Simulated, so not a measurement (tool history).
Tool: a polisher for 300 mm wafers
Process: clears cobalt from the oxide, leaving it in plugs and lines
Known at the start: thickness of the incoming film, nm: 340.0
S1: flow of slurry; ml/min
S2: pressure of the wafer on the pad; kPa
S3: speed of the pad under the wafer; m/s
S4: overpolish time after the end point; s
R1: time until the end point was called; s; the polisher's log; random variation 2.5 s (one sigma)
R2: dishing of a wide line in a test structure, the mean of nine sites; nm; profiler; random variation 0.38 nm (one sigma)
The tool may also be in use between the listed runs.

run,hour,S1,S2,S3,S4,R1,R2
1,0.0,275,16.5,0.80,25,67.117,52.297
2,7.5,275,20.0,0.80,25,58.135,57.420
3,10.8,270,17.2,0.72,21,74.848,48.047
4,12.2,270,17.2,0.64,21,85.881,45.645
# hour 14.6: head pressure recalibrated
5,14.6,275,15.2,0.62,18,107.660,37.559
6,18.7,300,15.2,0.62,18,101.510,36.543
7,24.2,315,13.8,0.62,18,117.510,35.067

Forecast run 8:
8,25.2,315,13.8,0.62,18,?,?

R1: 112.300 s
R2: 34.266 nm

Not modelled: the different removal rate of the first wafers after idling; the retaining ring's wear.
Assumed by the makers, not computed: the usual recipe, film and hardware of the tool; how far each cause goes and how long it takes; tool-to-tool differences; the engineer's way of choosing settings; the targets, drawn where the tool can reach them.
